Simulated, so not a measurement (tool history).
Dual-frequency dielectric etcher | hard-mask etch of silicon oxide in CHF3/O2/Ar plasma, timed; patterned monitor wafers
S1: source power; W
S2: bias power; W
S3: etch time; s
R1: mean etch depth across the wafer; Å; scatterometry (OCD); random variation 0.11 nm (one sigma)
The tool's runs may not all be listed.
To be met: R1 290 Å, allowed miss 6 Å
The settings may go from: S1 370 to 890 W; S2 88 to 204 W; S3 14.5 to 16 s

run 1 hour=0 | S1=630 S2=146 S3=16 | R1=333.96
run 2 hour=1.3 | S1=540 S2=146 S3=16 | R1=316.35
run 3 hour=2.7 | S1=650 S2=146 S3=16 | R1=336.49
run 4 hour=9.7 | S1=650 S2=146 S3=16 | R1=337.05
run 5 hour=18.4 | S1=650 S2=146 S3=16 | R1=334.02
run 6 hour=22.8 | S1=610 S2=143 S3=16 | R1=326.63
run 7 hour=28.2 | S1=580 S2=141 S3=16 | R1=317.61
run 8 hour=30.7 | S1=560 S2=140 S3=16 | R1=313.87
run 9 hour=35 | S1=540 S2=139 S3=16 | R1=308.91
run 10 hour=40.5 | S1=520 S2=138 S3=16 | R1=304.03
run 11 hour=44.4 | S1=510 S2=137 S3=16 | R1=301.14
run 12 hour=51.1 | S1=500 S2=137 S3=16 | R1=298.46
run 13 hour=55.5 | S1=490 S2=137 S3=16 | R1=297.58

Which of these 5 next moves meets every target?
run A hour=59.9 | S1=570 S2=142 S3=14.5 | R1=?
run B hour=59.9 | S1=510 S2=165 S3=15 | R1=?
run C hour=59.9 | S1=450 S2=152 S3=16 | R1=?
run D hour=59.9 | S1=550 S2=135 S3=16 | R1=?
run E hour=59.9 | S1=510 S2=143 S3=16 | R1=?

move=A R1=288.52
move=B R1=308.56
move=C R1=304.47
move=D R1=307.28
move=E R1=307.98
A: meets every target
B: further off than the last run
C: further off than the last run
D: further off than the last run
E: further off than the last run
Move A is the one to make.
